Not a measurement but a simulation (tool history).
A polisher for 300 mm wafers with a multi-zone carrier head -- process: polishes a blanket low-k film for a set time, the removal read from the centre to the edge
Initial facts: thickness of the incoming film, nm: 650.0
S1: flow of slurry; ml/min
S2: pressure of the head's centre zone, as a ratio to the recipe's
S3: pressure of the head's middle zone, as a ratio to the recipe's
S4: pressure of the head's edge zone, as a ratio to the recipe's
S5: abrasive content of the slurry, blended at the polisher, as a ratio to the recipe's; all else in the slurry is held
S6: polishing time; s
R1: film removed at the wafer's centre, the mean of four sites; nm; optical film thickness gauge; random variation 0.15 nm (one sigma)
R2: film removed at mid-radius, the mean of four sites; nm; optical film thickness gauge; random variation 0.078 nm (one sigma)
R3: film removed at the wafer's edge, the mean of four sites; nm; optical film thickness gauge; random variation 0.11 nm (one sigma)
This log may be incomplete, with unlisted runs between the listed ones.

run 1 day=0.000 | S1=215 S2=1.00 S3=1.00 S4=1.00 S5=1.00 S6=50 | R1=26.2350 R2=30.466 R3=29.8820
run 2 day=0.071 | S1=215 S2=1.00 S3=1.09 S4=1.00 S5=1.00 S6=50 | R1=26.8940 R2=32.825 R3=29.2120
run 3 day=0.225 | S1=215 S2=1.00 S3=1.12 S4=1.00 S5=1.00 S6=50 | R1=27.3820 R2=32.759 R3=29.9160
run 4 day=0.575 | S1=215 S2=1.06 S3=1.12 S4=1.00 S5=1.00 S6=50 | R1=27.8840 R2=33.223 R3=29.7490
run 5 day=0.658 | S1=190 S2=1.00 S3=1.02 S4=0.94 S5=0.85 S6=41 | R1=19.2130 R2=23.033 R3=21.1000
-- day=0.704 centre zone pressure recalibrated
run 6 day=0.704 | S1=190 S2=1.00 S3=0.94 S4=0.94 S5=0.85 S6=41 | R1=21.8250 R2=21.838 R3=21.0500

Expected results for the next run?
run 7 day=0.825 | S1=130 S2=0.90 S3=0.84 S4=0.84 S5=0.60 S6=27 | R1=? R2=? R3=?

{"run 7": {"R1": 9.2218, "R2": 9.483, "R3": 9.7394}}
